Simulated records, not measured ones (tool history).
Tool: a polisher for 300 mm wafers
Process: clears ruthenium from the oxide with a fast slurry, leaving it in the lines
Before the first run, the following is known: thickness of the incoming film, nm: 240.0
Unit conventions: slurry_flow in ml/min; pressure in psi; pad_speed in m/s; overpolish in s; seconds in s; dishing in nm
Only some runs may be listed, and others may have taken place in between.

Run 1, hour 0: slurry_flow 210 ml/min, pressure 1.7 psi, pad_speed 1.26 m/s, slurry_solids 1, overpolish 22 s. Result: seconds 82.446 s, dishing 50.523 nm.
Run 2, hour 1.4: slurry_flow 210 ml/min, pressure 1.7 psi, pad_speed 1.26 m/s, slurry_solids 1, overpolish 23 s. Result: seconds 81.673 s, dishing 53.612 nm.
Run 3, hour 6.6: slurry_flow 210 ml/min, pressure 1.7 psi, pad_speed 1.26 m/s, slurry_solids 1.1, overpolish 23 s. Result: seconds 75.21 s, dishing 56.09 nm.
Run 4, hour 12.2: slurry_flow 210 ml/min, pressure 1.7 psi, pad_speed 1.26 m/s, slurry_solids 1.1, overpolish 24 s. Result: seconds 75.411 s, dishing 56.656 nm.
Run 5, hour 19.1: slurry_flow 210 ml/min, pressure 1.7 psi, pad_speed 1.26 m/s, slurry_solids 1.1, overpolish 25 s. Result: seconds 73.411 s, dishing 58.407 nm.
Run 6, hour 24.5: slurry_flow 210 ml/min, pressure 1.7 psi, pad_speed 1.26 m/s, slurry_solids 1.1, overpolish 30 s. Result: seconds 76.035 s, dishing 68.008 nm.
Run 7, hour 28.7: slurry_flow 210 ml/min, pressure 1.7 psi, pad_speed 1.26 m/s, slurry_solids 1.1, overpolish 30 s. Result: seconds 75.986 s, dishing 67.71 nm.

Estimate the outcome of run 8 from the log above:
Run 8, hour 29.2: slurry_flow 210 ml/min, pressure 1.7 psi, pad_speed 1.26 m/s, slurry_solids 1.1, overpolish 32 s. Result: seconds ?, dishing ?.

Run 8 gave seconds 77.74 s, dishing 70.088 nm.
